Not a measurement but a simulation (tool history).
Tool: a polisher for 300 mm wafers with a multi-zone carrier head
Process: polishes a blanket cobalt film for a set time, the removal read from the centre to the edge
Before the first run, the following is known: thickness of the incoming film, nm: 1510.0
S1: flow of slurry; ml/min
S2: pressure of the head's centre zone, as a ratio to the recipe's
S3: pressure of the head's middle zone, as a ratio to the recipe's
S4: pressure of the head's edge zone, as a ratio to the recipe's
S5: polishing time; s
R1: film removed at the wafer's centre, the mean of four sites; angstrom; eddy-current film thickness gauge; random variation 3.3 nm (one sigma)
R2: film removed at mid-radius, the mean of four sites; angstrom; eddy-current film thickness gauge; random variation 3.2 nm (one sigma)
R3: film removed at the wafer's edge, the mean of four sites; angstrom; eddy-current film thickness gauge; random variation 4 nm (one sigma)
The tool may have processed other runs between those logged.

run,hour,S1,S2,S3,S4,S5,R1,R2,R3
1,0.0,220,1.00,1.00,1.00,77,4787.7,4701.6,4717.5
2,6.2,215,0.98,1.01,0.99,77,4628.6,4716.1,4697.1
3,10.4,210,0.97,1.02,0.98,77,4477.2,4736.7,4712.9
4,17.8,210,0.97,1.03,0.96,77,4527.7,4733.0,4658.3
5,25.2,210,1.04,1.03,0.96,77,4936.0,4700.5,4639.1
6,27.6,205,1.02,1.04,0.94,77,4791.8,4882.3,4566.8
7,30.5,200,1.01,1.04,0.93,77,4730.1,4797.5,4607.5
8,33.3,200,1.00,1.05,0.92,77,4682.2,4830.0,4574.4
9,41.8,195,0.99,1.06,0.91,77,4590.4,4905.5,4446.2
10,45.1,190,0.98,1.06,0.91,77,4508.2,4837.2,4506.7
11,50.0,185,0.97,1.07,0.91,77,4457.6,4871.9,4416.5

Run 12 is up next; what results do you expect?
12,50.9,185,0.97,1.07,0.91,77,?,?,?

{"run 12": {"R1": 4543.0, "R2": 4852.4, "R3": 4501.9}}
